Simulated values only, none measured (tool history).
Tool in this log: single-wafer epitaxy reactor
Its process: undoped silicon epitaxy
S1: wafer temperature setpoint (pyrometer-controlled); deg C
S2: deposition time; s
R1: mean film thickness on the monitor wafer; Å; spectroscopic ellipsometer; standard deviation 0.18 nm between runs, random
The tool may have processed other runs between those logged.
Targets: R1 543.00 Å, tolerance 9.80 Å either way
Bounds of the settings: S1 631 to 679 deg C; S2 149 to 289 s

run 1 day=0.000 | S1=655 S2=219 | R1=398.03
run 2 day=0.229 | S1=655 S2=190 | R1=345.12
run 3 day=0.354 | S1=649 S2=190 | R1=308.87
run 4 day=0.417 | S1=639 S2=190 | R1=252.99
run 5 day=0.612 | S1=652 S2=191 | R1=327.44
run 6 day=0.988 | S1=661 S2=192 | R1=391.80
run 7 day=1.221 | S1=667 S2=192 | R1=439.45
run 8 day=1.362 | S1=671 S2=192 | R1=472.43
run 9 day=1.417 | S1=673 S2=192 | R1=488.56
run 10 day=1.467 | S1=675 S2=192 | R1=508.85
run 11 day=1.533 | S1=675 S2=192 | R1=506.75

Pick the move, out of 5, that brings all results within their allowed miss; only one does.
run A day=1.600 | S1=679 S2=190 | R1=?
run B day=1.600 | S1=675 S2=181 | R1=?
run C day=1.600 | S1=665 S2=234 | R1=?
run D day=1.600 | S1=676 S2=194 | R1=?
run E day=1.600 | S1=673 S2=224 | R1=?

move=A R1=541.12
move=B R1=479.29
move=C R1=515.29
move=D R1=523.18
move=E R1=571.84
A: in spec on every target
B: moves away from the targets compared with the last run
C: gains on the last run, yet a result remains outside its allowed miss
D: gains on the last run, yet a result remains outside its allowed miss
E: pushes the last run's worst result past its target
Move A is the one to make.
